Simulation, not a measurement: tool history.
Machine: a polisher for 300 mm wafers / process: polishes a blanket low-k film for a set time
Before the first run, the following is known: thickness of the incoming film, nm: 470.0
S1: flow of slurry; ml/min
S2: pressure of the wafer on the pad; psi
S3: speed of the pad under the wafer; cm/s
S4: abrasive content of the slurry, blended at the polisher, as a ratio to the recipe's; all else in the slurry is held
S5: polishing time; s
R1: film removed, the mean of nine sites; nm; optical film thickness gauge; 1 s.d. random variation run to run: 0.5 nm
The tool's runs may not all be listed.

run  hour   S1   S2   S3   S4  S5      R1
  1   0.0  255  2.3  110  1.0  79  35.571
  2   4.2  260  2.7  110  1.0  79  39.680
  3   7.7  260  2.7  132  1.0  79  45.690
  4   9.6  260  2.9  132  1.0  79  47.025
  5  15.6  260  3.1  134  1.0  79  50.106
  6  22.5  265  3.3  136  1.0  79  54.078
  7  30.8  265  3.4  136  1.0  79  54.384

Estimate the outcome of run 8 from the log above:
  8  36.3  265  3.5  136  1.0  79   ?

Run 8 measured R1 55.681 nm.
